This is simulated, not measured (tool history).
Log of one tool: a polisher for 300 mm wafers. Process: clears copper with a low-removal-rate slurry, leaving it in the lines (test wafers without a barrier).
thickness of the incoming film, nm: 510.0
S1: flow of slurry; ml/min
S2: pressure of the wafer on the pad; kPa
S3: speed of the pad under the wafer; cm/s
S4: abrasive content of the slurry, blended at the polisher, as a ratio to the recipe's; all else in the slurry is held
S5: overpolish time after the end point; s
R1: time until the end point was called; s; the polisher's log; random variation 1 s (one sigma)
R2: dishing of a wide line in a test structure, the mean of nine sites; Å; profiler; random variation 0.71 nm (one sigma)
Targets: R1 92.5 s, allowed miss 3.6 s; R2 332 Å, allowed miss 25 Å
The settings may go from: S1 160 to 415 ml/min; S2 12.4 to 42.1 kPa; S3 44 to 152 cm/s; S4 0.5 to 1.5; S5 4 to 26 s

| run | hour | S1 | S2 | S3 | S4 | S5 | R1 | R2 |
|---|---|---|---|---|---|---|---|---|
| 1 | 0 | 265 | 26.9 | 98 | 1 | 13 | 154.79 | 247.23 |
| 2 | 7.7 | 265 | 30.3 | 98 | 1 | 13 | 136.85 | 270.92 |
| 3 | 16.6 | 265 | 33.1 | 98 | 1 | 13 | 126.1 | 279.57 |
| 4 | 21.6 | 330 | 33.1 | 98 | 1 | 13 | 124.38 | 278.43 |
| 5 | 24.5 | 330 | 30.3 | 98 | 1 | 13 | 134.54 | 267.93 |
| 6 | 33.4 | 330 | 30.3 | 98 | 1 | 9 | 133.28 | 214.76 |
| 7 | 36.6 | 330 | 37.9 | 100 | 1 | 14 | 105.86 | 324.56 |
| 8 | 42.1 | 330 | 39.3 | 100 | 1 | 14 | 102.17 | 323.56 |
| 9 | 48 | 330 | 40 | 100 | 1 | 14 | 102.01 | 322.55 |
| 10 | 56.7 | 330 | 40.7 | 102 | 1 | 14 | 96.721 | 334.5 |

Which of these 5 next moves meets every target?
| A | 65.4 | 405 | 42.1 | 90 | 1.25 | 23 | ? | ? |
| B | 65.4 | 365 | 41.4 | 106 | 1.05 | 18 | ? | ? |
| C | 65.4 | 320 | 40 | 104 | 0.9 | 21 | ? | ? |
| D | 65.4 | 330 | 42.1 | 100 | 0.85 | 18 | ? | ? |
| E | 65.4 | 355 | 40 | 110 | 1 | 13 | ? | ? |

| move | R1 | R2 |
|---|---|---|
| A | 99.445 | 398.88 |
| B | 91.58 | 381.48 |
| C | 100.36 | 388.12 |
| D | 99.686 | 371.37 |
| E | 92.748 | 335.96 |
A: further off than the last run
B: brings the result that was furthest off to its target, and leaves another outside
C: further off than the last run
D: further off than the last run
E: meets every target
Answer: E

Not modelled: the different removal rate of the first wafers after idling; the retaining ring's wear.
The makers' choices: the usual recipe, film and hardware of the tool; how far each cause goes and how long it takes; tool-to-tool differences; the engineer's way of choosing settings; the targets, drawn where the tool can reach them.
